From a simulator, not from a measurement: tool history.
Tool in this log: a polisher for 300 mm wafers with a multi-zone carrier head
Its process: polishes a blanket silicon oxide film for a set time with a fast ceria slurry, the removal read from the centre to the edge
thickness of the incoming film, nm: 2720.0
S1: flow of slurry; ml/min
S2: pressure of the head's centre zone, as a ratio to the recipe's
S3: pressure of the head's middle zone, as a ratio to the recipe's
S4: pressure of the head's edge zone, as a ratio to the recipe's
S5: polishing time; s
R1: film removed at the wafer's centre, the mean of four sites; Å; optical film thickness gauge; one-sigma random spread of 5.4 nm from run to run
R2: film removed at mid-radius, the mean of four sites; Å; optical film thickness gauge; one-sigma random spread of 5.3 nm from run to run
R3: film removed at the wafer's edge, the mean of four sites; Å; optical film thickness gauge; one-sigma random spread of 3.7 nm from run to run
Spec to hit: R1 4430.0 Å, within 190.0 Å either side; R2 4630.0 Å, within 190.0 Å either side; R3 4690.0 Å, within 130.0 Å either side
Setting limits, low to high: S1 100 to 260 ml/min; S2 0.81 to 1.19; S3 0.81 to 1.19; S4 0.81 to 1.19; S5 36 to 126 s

run	hour	S1	S2	S3	S4	S5	R1	R2	R3
1	0.0	165	1.00	1.00	1.00	81	6044.3	6195.3	6116.4
2	3.9	155	0.98	0.98	0.97	77	5599.7	5517.8	5702.0
3	7.4	150	0.96	0.99	0.94	74	5217.1	5395.3	5311.9
4	12.8	150	0.93	0.99	0.94	74	5147.1	5404.3	5328.0
5	13.4	170	0.93	0.99	0.94	74	5193.3	5645.5	5353.6
6	19.4	170	0.93	0.99	0.94	93	6522.9	6953.2	6868.6
7	28.1	165	0.91	0.97	0.92	86	6024.1	6172.6	6203.4
8	33.7	155	0.89	0.97	0.90	81	5634.3	5855.6	5773.0
9	38.8	145	0.88	0.96	0.90	76	4949.1	5294.4	5363.9
10	44.4	140	0.88	0.95	0.88	74	4830.4	5057.3	5070.4
11	49.6	135	0.87	0.94	0.86	74	4813.5	4982.4	5064.5
12	55.4	130	0.86	0.94	0.85	73	4514.5	4846.2	4897.0
13	63.0	125	0.87	0.94	0.84	73	4664.2	4825.5	4853.5
14	71.0	110	0.84	0.92	0.81	72	4118.8	4566.8	4560.7

Exactly one of the 4 candidate moves below puts every result within its allowed miss. Which one?
A	79.0	125	0.95	0.81	0.89	72	?	?	?
B	79.0	115	0.87	0.93	0.83	73	?	?	?
C	79.0	105	0.82	0.94	0.81	71	?	?	?
D	79.0	125	0.88	0.92	0.81	77	?	?	?

move	R1	R2	R3
A	4854.1	4222.2	4946.2
B	4474.3	4689.6	4775.4
C	4023.4	4475.6	4507.7
D	4889.7	5016.8	5064.5
A: takes the biggest miss from the last run beyond its target
B: in spec on every target
C: misses by more than the last run did
D: takes the biggest miss from the last run beyond its target
B meets every target.
